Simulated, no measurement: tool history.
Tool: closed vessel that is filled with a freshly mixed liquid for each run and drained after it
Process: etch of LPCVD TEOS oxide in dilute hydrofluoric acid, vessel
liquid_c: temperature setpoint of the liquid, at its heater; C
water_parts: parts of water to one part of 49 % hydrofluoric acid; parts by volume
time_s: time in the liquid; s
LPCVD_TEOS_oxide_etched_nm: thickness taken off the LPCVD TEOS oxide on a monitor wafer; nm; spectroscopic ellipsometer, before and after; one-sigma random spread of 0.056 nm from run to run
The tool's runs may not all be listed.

run	hour	liquid_c	water_parts	time_s	LPCVD_TEOS_oxide_etched_nm
1	0.0	20.0	120	30	5.0415
2	7.1	22.0	105	30	6.3856
3	14.4	22.0	105	30	6.3408
4	20.4	23.5	95	30	7.5389
5	21.1	24.5	90	30	8.3230
6	25.1	24.5	50	30	15.7680
7	32.5	23.0	55	30	13.4400
8	35.4	21.5	55	30	12.5960

The next listed run, before its measurement:
# hour 37.5: thermometer replaced
9	37.5	20.5	55	30	?

{"run 9": {"LPCVD_TEOS_oxide_etched_nm": 11.335}}
